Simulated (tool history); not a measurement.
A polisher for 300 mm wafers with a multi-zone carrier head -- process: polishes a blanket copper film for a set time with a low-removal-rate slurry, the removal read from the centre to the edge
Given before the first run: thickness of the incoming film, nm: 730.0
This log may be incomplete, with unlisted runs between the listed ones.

| run | hour | flow of slurry (ml/min) | pressure of the head's centre zone | pressure of the head's middle zone | pressure of the head's edge zone | abrasive content of the slurry | polishing time (s) | film removed at the wafer's centre (angstrom) | film removed at mid-radius (angstrom) | film removed at the wafer's edge (angstrom) |
|---|---|---|---|---|---|---|---|---|---|---|
| 1 | 0.0 | 265 | 1.00 | 1.00 | 1.00 | 1.00 | 86 | 1889.0 | 1877.4 | 1821.5 |
| 2 | 5.6 | 270 | 1.00 | 1.02 | 1.03 | 1.10 | 88 | 1974.3 | 2015.7 | 1960.3 |
| 3 | 13.0 | 270 | 1.00 | 1.02 | 0.99 | 1.10 | 88 | 1940.4 | 2008.2 | 1922.4 |
| 4 | 16.7 | 270 | 1.00 | 1.07 | 0.99 | 1.10 | 88 | 1958.9 | 2060.5 | 1908.4 |
| 5 | 25.1 | 270 | 1.00 | 1.07 | 0.91 | 1.10 | 88 | 1977.5 | 2060.7 | 1853.4 |
| 6 | 32.2 | 270 | 1.00 | 1.07 | 0.91 | 1.10 | 70 | 1531.2 | 1682.9 | 1492.3 |
| 7 | 37.1 | 275 | 1.00 | 1.07 | 0.95 | 1.20 | 75 | 1718.6 | 1783.1 | 1651.2 |

Estimate the outcome of run 8 from the log above:
| 8 | 42.4 | 275 | 0.98 | 1.09 | 0.97 | 1.25 | 79 | ? | ? | ? |

For run 8 the tool returned film removed at the wafer's centre (angstrom) 1786.9, film removed at mid-radius (angstrom) 1954.1, film removed at the wafer's edge (angstrom) 1747.6.

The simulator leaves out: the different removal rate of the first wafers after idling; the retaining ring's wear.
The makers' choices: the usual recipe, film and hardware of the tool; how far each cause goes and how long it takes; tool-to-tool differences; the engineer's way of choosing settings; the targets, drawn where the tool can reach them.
